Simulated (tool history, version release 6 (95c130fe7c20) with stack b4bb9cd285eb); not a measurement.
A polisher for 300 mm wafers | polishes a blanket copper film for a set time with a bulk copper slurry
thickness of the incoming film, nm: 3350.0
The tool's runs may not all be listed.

run  hour  flow of slurry (ml/min)  pressure of the wafer on the pad (kPa)  speed of the pad under the wafer (cm/s)  abrasive content of the slurry  polishing time (s)  film removed (nm)
  1   0.0                      200                                    20.0                                      106                            1.00                  35             301.16
  2   5.1                      200                                    16.5                                       96                            1.00                  35             237.38
  3   6.6                      200                                    13.8                                       88                            1.00                  35             192.62
  4  14.8                      200                                    13.8                                       88                            0.85                  35             187.70
  5  19.3                      200                                    12.4                                       84                            0.85                  35             163.40
  6  23.9                      200                                    12.4                                       84                            0.75                  35             159.21

The next listed run, before its measurement:
  7  31.8                      200                                    11.0                                       84                            0.75                  35                  ?

{"run 7": {"film removed (nm)": 146.79}}

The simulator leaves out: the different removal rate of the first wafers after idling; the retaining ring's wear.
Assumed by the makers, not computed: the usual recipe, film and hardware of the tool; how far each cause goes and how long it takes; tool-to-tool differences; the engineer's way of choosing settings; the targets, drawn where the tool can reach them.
